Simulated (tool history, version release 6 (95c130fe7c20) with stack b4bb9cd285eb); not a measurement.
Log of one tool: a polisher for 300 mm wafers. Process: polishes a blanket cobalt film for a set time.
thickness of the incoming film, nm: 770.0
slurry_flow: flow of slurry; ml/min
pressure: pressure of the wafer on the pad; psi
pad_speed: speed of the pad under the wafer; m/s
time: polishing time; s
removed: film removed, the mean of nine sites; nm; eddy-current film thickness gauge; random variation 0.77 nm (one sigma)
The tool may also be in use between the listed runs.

Run 1, hour 0: slurry_flow 285 ml/min, pressure 2.1 psi, pad_speed 0.98 m/s, time 23 s. Result: removed 145.33 nm.
Run 2, hour 8: slurry_flow 285 ml/min, pressure 1.9 psi, pad_speed 0.94 m/s, time 23 s. Result: removed 126.56 nm.
Run 3, hour 9: slurry_flow 285 ml/min, pressure 1.5 psi, pad_speed 0.94 m/s, time 23 s. Result: removed 101.74 nm.
Run 4, hour 9.7: slurry_flow 285 ml/min, pressure 1.4 psi, pad_speed 0.92 m/s, time 23 s. Result: removed 92.165 nm.
Run 5, hour 10.9: slurry_flow 285 ml/min, pressure 1.4 psi, pad_speed 0.92 m/s, time 23 s. Result: removed 93.87 nm.
Run 6, hour 13.5: slurry_flow 225 ml/min, pressure 1.4 psi, pad_speed 0.92 m/s, time 23 s. Result: removed 89.018 nm.
Run 7, hour 14.3: slurry_flow 220 ml/min, pressure 1.3 psi, pad_speed 0.92 m/s, time 23 s. Result: removed 83.323 nm.

Run 8 comes next. What will it give?
Run 8, hour 17.3: slurry_flow 215 ml/min, pressure 1.3 psi, pad_speed 0.92 m/s, time 23 s. Result: removed ?.

removed: 82.762 nm
